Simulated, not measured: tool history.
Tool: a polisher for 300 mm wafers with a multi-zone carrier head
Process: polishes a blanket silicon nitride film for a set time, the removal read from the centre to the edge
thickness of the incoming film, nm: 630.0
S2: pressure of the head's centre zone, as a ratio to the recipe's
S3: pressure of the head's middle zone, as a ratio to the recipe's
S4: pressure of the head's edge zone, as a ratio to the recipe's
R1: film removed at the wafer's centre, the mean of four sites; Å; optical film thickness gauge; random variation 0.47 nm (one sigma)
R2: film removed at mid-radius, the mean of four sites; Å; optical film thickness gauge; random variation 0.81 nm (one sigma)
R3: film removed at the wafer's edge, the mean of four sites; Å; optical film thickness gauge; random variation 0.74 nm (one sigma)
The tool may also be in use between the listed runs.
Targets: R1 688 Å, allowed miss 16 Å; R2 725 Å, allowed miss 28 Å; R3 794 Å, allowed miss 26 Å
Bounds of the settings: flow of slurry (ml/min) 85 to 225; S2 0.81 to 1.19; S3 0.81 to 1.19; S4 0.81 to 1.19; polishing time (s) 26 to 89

Run 1, hour 0: flow of slurry (ml/min) 145, S2 1, S3 1, S4 1, polishing time (s) 57. Result: R1 1326 Å, R2 1316.8 Å, R3 1293.1 Å.
Run 2, hour 2.8: flow of slurry (ml/min) 140, S2 0.98, S3 0.98, S4 0.99, polishing time (s) 54. Result: R1 1218.9 Å, R2 1195.1 Å, R3 1223 Å.
Run 3, hour 9.7: flow of slurry (ml/min) 135, S2 0.96, S3 0.98, S4 0.97, polishing time (s) 51. Result: R1 1117.8 Å, R2 1135.9 Å, R3 1141.8 Å.
Run 4, hour 10.4: flow of slurry (ml/min) 135, S2 1, S3 0.98, S4 0.97, polishing time (s) 51. Result: R1 1149.3 Å, R2 1125.5 Å, R3 1147.5 Å.
Run 5, hour 12.4: flow of slurry (ml/min) 130, S2 0.98, S3 0.97, S4 0.96, polishing time (s) 49. Result: R1 1090.1 Å, R2 1065 Å, R3 1077.9 Å.
Run 6, hour 14.6: flow of slurry (ml/min) 130, S2 0.98, S3 1, S4 0.96, polishing time (s) 49. Result: R1 1088.9 Å, R2 1076 Å, R3 1060.1 Å.
Run 7, hour 17.8: flow of slurry (ml/min) 125, S2 0.96, S3 0.99, S4 0.95, polishing time (s) 47. Result: R1 1021 Å, R2 1020.8 Å, R3 1023.3 Å.
Run 8, hour 25: flow of slurry (ml/min) 120, S2 0.94, S3 0.98, S4 0.94, polishing time (s) 45. Result: R1 934.58 Å, R2 980.21 Å, R3 968.59 Å.
Run 9, hour 26.8: flow of slurry (ml/min) 115, S2 0.93, S3 0.96, S4 0.93, polishing time (s) 44. Result: R1 894.01 Å, R2 892.67 Å, R3 945.89 Å.
Run 10, hour 34.1: flow of slurry (ml/min) 110, S2 0.92, S3 0.96, S4 0.92, polishing time (s) 43. Result: R1 854.54 Å, R2 881.15 Å, R3 907.17 Å.
Run 11, hour 35.3: flow of slurry (ml/min) 105, S2 0.91, S3 0.95, S4 0.91, polishing time (s) 43. Result: R1 826.22 Å, R2 878 Å, R3 897.18 Å.
Run 12, hour 38.1: flow of slurry (ml/min) 105, S2 0.91, S3 0.95, S4 0.91, polishing time (s) 43. Result: R1 830.76 Å, R2 881.55 Å, R3 890.42 Å.
Run 13, hour 41.6: flow of slurry (ml/min) 105, S2 0.9, S3 0.93, S4 0.9, polishing time (s) 43. Result: R1 815.89 Å, R2 838.31 Å, R3 879.79 Å.
Run 14, hour 43.2: flow of slurry (ml/min) 105, S2 0.89, S3 0.92, S4 0.89, polishing time (s) 43. Result: R1 806.39 Å, R2 820.58 Å, R3 891.11 Å.
Run 15, hour 47.9: flow of slurry (ml/min) 105, S2 0.88, S3 0.92, S4 0.88, polishing time (s) 43. Result: R1 813.66 Å, R2 849.88 Å, R3 892.35 Å.
Run 16, hour 51.5: flow of slurry (ml/min) 90, S2 0.82, S3 0.85, S4 0.87, polishing time (s) 36. Result: R1 589.93 Å, R2 623.12 Å, R3 729.06 Å.
Run 17, hour 56.4: flow of slurry (ml/min) 100, S2 0.82, S3 0.86, S4 0.87, polishing time (s) 36. Result: R1 601.74 Å, R2 654.98 Å, R3 738.73 Å.
Run 18, hour 62.7: flow of slurry (ml/min) 110, S2 0.82, S3 0.86, S4 0.87, polishing time (s) 36. Result: R1 631.87 Å, R2 678.47 Å, R3 747.65 Å.

5 next moves are on the table. One of them brings every result within its allowed miss. Which?
Run A, hour 69: flow of slurry (ml/min) 120, S2 0.83, S3 1.02, S4 0.82, polishing time (s) 36. Result: R1 ?, R2 ?, R3 ?.
Run B, hour 69: flow of slurry (ml/min) 95, S2 0.86, S3 0.81, S4 1.02, polishing time (s) 39. Result: R1 ?, R2 ?, R3 ?.
Run C, hour 69: flow of slurry (ml/min) 145, S2 0.81, S3 1.02, S4 0.81, polishing time (s) 34. Result: R1 ?, R2 ?, R3 ?.
Run D, hour 69: flow of slurry (ml/min) 115, S2 0.86, S3 0.89, S4 0.95, polishing time (s) 37. Result: R1 ?, R2 ?, R3 ?.
Run E, hour 69: flow of slurry (ml/min) 105, S2 0.84, S3 0.81, S4 0.84, polishing time (s) 37. Result: R1 ?, R2 ?, R3 ?.

move      R1      R2      R3
   A  658.59  792.85  746.89
   B  679.28  659.27  838.67
   C  639.15  783.87  725.29
   D   691.6  718.22  805.31
   E  654.25  647.06  755.98
A: nearer than the last run, and not there yet
B: brings the result that was furthest off to its target, and leaves another outside
C: nearer than the last run, and not there yet
D: meets every target
E: nearer than the last run, and not there yet
The right move is D.

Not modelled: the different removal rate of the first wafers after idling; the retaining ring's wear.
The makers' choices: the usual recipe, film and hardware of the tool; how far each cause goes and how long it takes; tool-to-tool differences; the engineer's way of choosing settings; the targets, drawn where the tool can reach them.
